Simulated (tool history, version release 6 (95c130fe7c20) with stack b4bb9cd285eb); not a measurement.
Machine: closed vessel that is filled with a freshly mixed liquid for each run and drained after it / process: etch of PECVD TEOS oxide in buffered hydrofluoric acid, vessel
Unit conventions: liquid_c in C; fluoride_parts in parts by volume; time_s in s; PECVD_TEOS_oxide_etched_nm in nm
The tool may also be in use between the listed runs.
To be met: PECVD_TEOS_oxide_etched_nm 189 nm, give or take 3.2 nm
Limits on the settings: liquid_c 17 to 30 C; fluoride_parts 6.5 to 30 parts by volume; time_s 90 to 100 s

run 1 hour=0 | liquid_c=22 fluoride_parts=18.5 time_s=90 | PECVD_TEOS_oxide_etched_nm=118.93
run 2 hour=7.1 | liquid_c=22 fluoride_parts=22 time_s=90 | PECVD_TEOS_oxide_etched_nm=100.31
run 3 hour=7.9 | liquid_c=25 fluoride_parts=22 time_s=90 | PECVD_TEOS_oxide_etched_nm=117.92
run 4 hour=16.6 | liquid_c=25 fluoride_parts=22 time_s=90 | PECVD_TEOS_oxide_etched_nm=117.17
run 5 hour=18 | liquid_c=25 fluoride_parts=26.5 time_s=90 | PECVD_TEOS_oxide_etched_nm=103.86
run 6 hour=19 | liquid_c=25 fluoride_parts=26.5 time_s=100 | PECVD_TEOS_oxide_etched_nm=115.65
run 7 hour=27.2 | liquid_c=29 fluoride_parts=21.5 time_s=100 | PECVD_TEOS_oxide_etched_nm=166.52
run 8 hour=31.4 | liquid_c=29 fluoride_parts=21 time_s=100 | PECVD_TEOS_oxide_etched_nm=170.18
run 9 hour=33.7 | liquid_c=29 fluoride_parts=20.5 time_s=100 | PECVD_TEOS_oxide_etched_nm=175.43
-- hour=40.4 hydrofluoric acid flow meter replaced
run 10 hour=40.4 | liquid_c=29.5 fluoride_parts=20 time_s=100 | PECVD_TEOS_oxide_etched_nm=163.74
run 11 hour=49.5 | liquid_c=29.5 fluoride_parts=18.5 time_s=100 | PECVD_TEOS_oxide_etched_nm=177.22
run 12 hour=51.1 | liquid_c=29.5 fluoride_parts=18 time_s=100 | PECVD_TEOS_oxide_etched_nm=182.28
run 13 hour=52.6 | liquid_c=30 fluoride_parts=17.5 time_s=100 | PECVD_TEOS_oxide_etched_nm=192.68

Consider the 4 candidate settings below. Which is the only one whose results all fall within their allowed miss of target?
run A hour=54.1 | liquid_c=30 fluoride_parts=17.5 time_s=95 | PECVD_TEOS_oxide_etched_nm=?
run B hour=54.1 | liquid_c=29.5 fluoride_parts=17 time_s=95 | PECVD_TEOS_oxide_etched_nm=?
run C hour=54.1 | liquid_c=30 fluoride_parts=17 time_s=95 | PECVD_TEOS_oxide_etched_nm=?
run D hour=54.1 | liquid_c=29.5 fluoride_parts=15 time_s=90 | PECVD_TEOS_oxide_etched_nm=?

move=A PECVD_TEOS_oxide_etched_nm=183.45
move=B PECVD_TEOS_oxide_etched_nm=183.84
move=C PECVD_TEOS_oxide_etched_nm=188.75
move=D PECVD_TEOS_oxide_etched_nm=196.92
A: the result that was furthest off in the last run now lies on the other side of its target
B: the result that was furthest off in the last run now lies on the other side of its target
C: every result within its allowed miss
D: misses by more than the last run did
The right move is C.
